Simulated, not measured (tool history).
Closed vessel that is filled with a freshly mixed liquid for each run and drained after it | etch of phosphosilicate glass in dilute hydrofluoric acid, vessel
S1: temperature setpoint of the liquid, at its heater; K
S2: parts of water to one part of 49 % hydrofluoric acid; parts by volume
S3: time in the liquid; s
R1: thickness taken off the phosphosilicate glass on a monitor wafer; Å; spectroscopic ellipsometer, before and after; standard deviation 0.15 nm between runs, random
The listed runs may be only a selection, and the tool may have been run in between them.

Run 1, hour 0.0: S1 297.15 K, S2 205 parts by volume, S3 30 s. Result: R1 144.06 Å.
Run 2, hour 1.1: S1 299.15 K, S2 205 parts by volume, S3 30 s. Result: R1 154.03 Å.
Run 3, hour 1.8: S1 300.65 K, S2 175 parts by volume, S3 30 s. Result: R1 199.77 Å.
Run 4, hour 2.5: S1 302.15 K, S2 160 parts by volume, S3 30 s. Result: R1 233.81 Å.
Run 5, hour 3.4: S1 303.15 K, S2 150 parts by volume, S3 30 s. Result: R1 261.87 Å.
Run 6, hour 8.6: S1 303.15 K, S2 150 parts by volume, S3 30 s. Result: R1 259.54 Å.

Run 7 comes next. What will it give?
Run 7, hour 16.2: S1 303.65 K, S2 140 parts by volume, S3 30 s. Result: R1 ?.

R1: 290.54 Å
